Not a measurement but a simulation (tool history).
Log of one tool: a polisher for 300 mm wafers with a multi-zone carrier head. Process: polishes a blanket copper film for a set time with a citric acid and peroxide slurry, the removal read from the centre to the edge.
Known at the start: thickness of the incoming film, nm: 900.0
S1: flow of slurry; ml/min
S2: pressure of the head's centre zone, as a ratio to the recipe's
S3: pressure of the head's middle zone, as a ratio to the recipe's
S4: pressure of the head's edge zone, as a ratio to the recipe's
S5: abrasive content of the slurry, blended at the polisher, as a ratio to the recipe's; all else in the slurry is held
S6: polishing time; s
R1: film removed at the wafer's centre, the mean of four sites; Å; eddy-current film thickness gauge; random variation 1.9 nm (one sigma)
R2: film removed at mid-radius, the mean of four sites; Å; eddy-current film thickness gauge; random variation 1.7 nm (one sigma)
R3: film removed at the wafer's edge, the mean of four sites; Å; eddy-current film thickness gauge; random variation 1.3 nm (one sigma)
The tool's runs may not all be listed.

run	hour	S1	S2	S3	S4	S5	S6	R1	R2	R3
1	0.0	220	1.00	1.00	1.00	1.00	52	1288.9	1325.6	1291.7
2	2.4	265	1.00	1.00	1.00	1.00	52	1306.0	1346.9	1342.9
3	3.9	265	1.00	1.00	1.00	1.05	52	1311.3	1370.9	1318.2
4	8.2	265	1.00	1.00	1.00	1.05	60	1520.4	1612.5	1515.3
5	14.0	270	1.01	1.01	1.01	1.05	60	1580.9	1587.6	1536.9
6	19.4	270	1.01	1.01	0.95	1.05	60	1562.1	1603.9	1510.6
7	21.3	275	1.02	1.02	0.96	1.05	60	1552.1	1619.2	1524.3
8	29.5	275	1.03	1.03	0.96	1.10	60	1605.6	1639.8	1519.4
9	30.3	280	1.03	1.04	0.97	1.10	60	1608.8	1649.1	1538.2
10	39.2	280	1.04	1.05	0.97	1.10	60	1645.4	1655.1	1517.7
11	41.6	285	1.04	1.05	0.97	1.10	60	1630.7	1653.8	1532.9
12	49.9	285	1.04	1.06	0.97	1.10	60	1597.6	1671.7	1554.5
13	56.6	285	1.05	1.07	0.97	1.15	60	1624.5	1727.7	1546.1
14	59.4	285	1.06	1.07	0.97	1.15	60	1624.6	1698.3	1539.8
15	62.9	290	1.07	1.07	0.97	1.15	60	1679.9	1724.2	1534.1

The next listed run, before its measurement:
16	64.0	290	1.07	1.07	0.98	1.15	60	?	?	?

{"run 16": {"R1": 1688.5, "R2": 1713.6, "R3": 1554.4}}
